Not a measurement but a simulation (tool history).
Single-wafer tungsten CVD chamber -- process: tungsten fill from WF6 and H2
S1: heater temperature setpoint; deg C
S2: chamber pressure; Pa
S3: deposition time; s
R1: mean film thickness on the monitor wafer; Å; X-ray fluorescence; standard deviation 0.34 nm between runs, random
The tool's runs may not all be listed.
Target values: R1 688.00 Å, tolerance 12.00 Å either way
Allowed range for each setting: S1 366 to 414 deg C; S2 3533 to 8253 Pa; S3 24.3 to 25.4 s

run,hour,S1,S2,S3,R1
1,0.0,390,5893,25.4,751.45
2,8.1,390,5026,25.4,667.71
3,15.7,390,5026,24.3,638.72
4,23.3,390,5026,25.4,666.98
5,24.2,382,5026,25.4,556.16
6,25.3,382,5026,25.4,558.41
7,26.9,384,5026,25.4,585.63
8,28.4,385,5026,25.4,597.78
9,33.4,386,5026,25.4,607.95
10,36.6,387,5026,25.4,628.92
11,38.9,388,5026,25.4,643.11
12,40.3,389,5026,25.4,658.18

Exactly one of the 4 candidate moves below puts every result within its allowed miss. Which one?
A,41.7,392,5320,24.9,?
B,41.7,388,5080,25.0,?
C,41.7,398,4226,25.4,?
D,41.7,390,5466,25.4,?

move,R1
A,715.97
B,635.70
C,688.74
D,713.55
A: the result that was furthest off in the last run now lies on the other side of its target
B: further off than the last run
C: every result lands within tolerance
D: the result that was furthest off in the last run now lies on the other side of its target
The right move is C.

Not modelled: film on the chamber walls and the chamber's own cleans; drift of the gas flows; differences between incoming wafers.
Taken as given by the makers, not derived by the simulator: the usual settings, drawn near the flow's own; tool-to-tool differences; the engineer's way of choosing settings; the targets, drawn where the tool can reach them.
